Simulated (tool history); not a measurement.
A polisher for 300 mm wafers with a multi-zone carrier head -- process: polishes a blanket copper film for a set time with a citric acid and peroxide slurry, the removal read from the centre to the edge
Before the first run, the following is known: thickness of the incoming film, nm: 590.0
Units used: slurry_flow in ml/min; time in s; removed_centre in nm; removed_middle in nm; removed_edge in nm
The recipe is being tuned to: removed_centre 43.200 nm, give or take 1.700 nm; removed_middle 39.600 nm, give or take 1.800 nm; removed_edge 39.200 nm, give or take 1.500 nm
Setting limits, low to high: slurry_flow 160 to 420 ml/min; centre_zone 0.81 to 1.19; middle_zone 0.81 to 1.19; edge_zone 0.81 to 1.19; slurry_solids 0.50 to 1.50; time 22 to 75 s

run 1 hour=0.0 | slurry_flow=270 centre_zone=1.00 middle_zone=1.00 edge_zone=1.00 slurry_solids=1.00 time=48 | removed_centre=58.462 removed_middle=55.261 removed_edge=59.060
run 2 hour=2.6 | slurry_flow=270 centre_zone=1.00 middle_zone=1.00 edge_zone=1.00 slurry_solids=1.00 time=41 | removed_centre=48.807 removed_middle=48.563 removed_edge=49.918
run 3 hour=5.8 | slurry_flow=270 centre_zone=1.01 middle_zone=0.99 edge_zone=0.98 slurry_solids=0.95 time=40 | removed_centre=48.208 removed_middle=46.391 removed_edge=47.818
run 4 hour=10.6 | slurry_flow=270 centre_zone=1.01 middle_zone=0.99 edge_zone=0.96 slurry_solids=0.90 time=40 | removed_centre=46.310 removed_middle=45.280 removed_edge=45.983
run 5 hour=12.2 | slurry_flow=320 centre_zone=1.01 middle_zone=0.99 edge_zone=0.96 slurry_solids=0.90 time=40 | removed_centre=49.280 removed_middle=46.294 removed_edge=47.233
run 6 hour=14.1 | slurry_flow=320 centre_zone=1.01 middle_zone=0.99 edge_zone=1.01 slurry_solids=0.90 time=40 | removed_centre=49.158 removed_middle=45.630 removed_edge=48.718
run 7 hour=20.6 | slurry_flow=315 centre_zone=1.01 middle_zone=0.98 edge_zone=0.98 slurry_solids=0.85 time=40 | removed_centre=48.165 removed_middle=45.519 removed_edge=47.363
run 8 hour=28.5 | slurry_flow=310 centre_zone=1.01 middle_zone=0.97 edge_zone=0.96 slurry_solids=0.80 time=40 | removed_centre=47.110 removed_middle=43.746 removed_edge=46.161
run 9 hour=31.1 | slurry_flow=305 centre_zone=1.01 middle_zone=0.97 edge_zone=0.94 slurry_solids=0.75 time=40 | removed_centre=45.628 removed_middle=43.935 removed_edge=43.954
run 10 hour=32.2 | slurry_flow=300 centre_zone=1.01 middle_zone=0.96 edge_zone=0.93 slurry_solids=0.75 time=40 | removed_centre=46.352 removed_middle=42.822 removed_edge=44.532

Consider the 4 candidate settings below. Which is the only one whose results all fall within their allowed miss of target?
run A hour=33.3 | slurry_flow=300 centre_zone=1.10 middle_zone=0.92 edge_zone=0.91 slurry_solids=0.65 time=40 | removed_centre=? removed_middle=? removed_edge=?
run B hour=33.3 | slurry_flow=275 centre_zone=1.02 middle_zone=0.87 edge_zone=0.82 slurry_solids=0.95 time=39 | removed_centre=? removed_middle=? removed_edge=?
run C hour=33.3 | slurry_flow=310 centre_zone=1.13 middle_zone=0.84 edge_zone=1.10 slurry_solids=0.70 time=37 | removed_centre=? removed_middle=? removed_edge=?
run D hour=33.3 | slurry_flow=360 centre_zone=1.01 middle_zone=0.95 edge_zone=0.81 slurry_solids=1.15 time=33 | removed_centre=? removed_middle=? removed_edge=?

move=A removed_centre=48.395 removed_middle=40.029 removed_edge=43.310
move=B removed_centre=47.147 removed_middle=40.250 removed_edge=43.743
move=C removed_centre=46.918 removed_middle=35.028 removed_edge=44.602
move=D removed_centre=42.538 removed_middle=39.332 removed_edge=39.236
A: nearer the targets than the last run, but a result is still out of spec
B: nearer the targets than the last run, but a result is still out of spec
C: just as far off the targets as the last run
D: all results land within tolerance of their targets
Move D is the one to make.
